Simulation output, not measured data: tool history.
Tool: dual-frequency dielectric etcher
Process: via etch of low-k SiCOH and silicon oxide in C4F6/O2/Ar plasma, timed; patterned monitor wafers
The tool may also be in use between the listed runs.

run    day  source power (W)  bias power (W)  etch time (s)  mean etch depth across the wafer (angstrom)
  1      0               310             188           41.5                                       1010.4
  2  0.025               290             188           41.5                                       1005.8
  3  0.279               310             188           41.5                                       1023.5
  4  0.446               330             193           41.5                                       1051.8
  5  0.758               340             197           41.5                                       1076.9
  6  0.796               350             199           41.5                                       1085.9
  7   1.05               360             202           41.5                                       1101.7
  8  1.121               370             204           41.5                                       1109.5
  9  1.412               380             207           41.5                                       1137.7

Run 10 comes next. What will it give?
 10  1.45               380             208           41.5                                            ?

mean etch depth across the wafer (angstrom): 1129.2
